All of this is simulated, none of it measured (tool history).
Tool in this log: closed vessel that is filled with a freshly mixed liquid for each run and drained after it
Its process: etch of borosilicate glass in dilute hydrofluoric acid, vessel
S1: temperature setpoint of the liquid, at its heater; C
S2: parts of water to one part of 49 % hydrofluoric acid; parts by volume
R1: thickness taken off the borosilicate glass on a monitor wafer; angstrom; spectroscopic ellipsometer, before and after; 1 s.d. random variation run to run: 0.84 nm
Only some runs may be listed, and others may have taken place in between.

run 1 hour=0 | S1=25 S2=235 time_in_the_liquid_(s)=255 | R1=307.76
run 2 hour=7.2 | S1=27 S2=190 time_in_the_liquid_(s)=255 | R1=427.38
run 3 hour=15.2 | S1=28.5 S2=160 time_in_the_liquid_(s)=255 | R1=556.32
run 4 hour=21.7 | S1=25 S2=160 time_in_the_liquid_(s)=255 | R1=488.6
run 5 hour=26.8 | S1=27 S2=140 time_in_the_liquid_(s)=255 | R1=614.55
run 6 hour=35.6 | S1=27 S2=80 time_in_the_liquid_(s)=255 | R1=1153.6

Predict the results of run 7:
run 7 hour=38.4 | S1=25 S2=80 time_in_the_liquid_(s)=255 | R1=?

{"run 7": {"R1": 1079.8}}

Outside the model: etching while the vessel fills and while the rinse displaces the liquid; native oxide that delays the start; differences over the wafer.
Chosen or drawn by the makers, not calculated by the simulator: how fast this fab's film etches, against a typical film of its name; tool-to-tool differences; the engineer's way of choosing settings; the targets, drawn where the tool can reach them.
